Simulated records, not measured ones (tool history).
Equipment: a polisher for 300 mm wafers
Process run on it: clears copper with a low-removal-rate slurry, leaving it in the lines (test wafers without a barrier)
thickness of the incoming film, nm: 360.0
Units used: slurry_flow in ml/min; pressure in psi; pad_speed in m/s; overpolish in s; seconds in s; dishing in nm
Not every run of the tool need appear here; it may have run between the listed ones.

| run | day | slurry_flow | pressure | pad_speed | slurry_solids | overpolish | seconds | dishing |
|---|---|---|---|---|---|---|---|---|
| 1 | 0 | 245 | 4.1 | 1.14 | 1 | 23 | 72.085 | 73.384 |
| 2 | 0.2 | 245 | 4.6 | 1.18 | 1 | 25 | 61.44 | 87.451 |
| 3 | 0.288 | 245 | 5 | 1.2 | 1 | 26 | 58.76 | 96.837 |
| 4 | 0.492 | 245 | 5 | 1.2 | 0.8 | 26 | 61.83 | 87.063 |
| 5 | 0.779 | 245 | 5 | 1.2 | 0.8 | 23 | 63.093 | 86.575 |
| 6 | 1.1 | 245 | 5 | 1.2 | 0.7 | 23 | 65.603 | 83.033 |
| 7 | 1.4 | 245 | 5.3 | 1.28 | 0.7 | 25 | 56.717 | 94.857 |
| 8 | 1.562 | 245 | 5.5 | 1.32 | 0.7 | 26 | 53.614 | 102.88 |

What will run 9 give?
| 9 | 1.833 | 245 | 5.7 | 1.38 | 0.7 | 27 | ? | ? |

{"run 9": {"seconds": 50.463, "dishing": 109.68}}
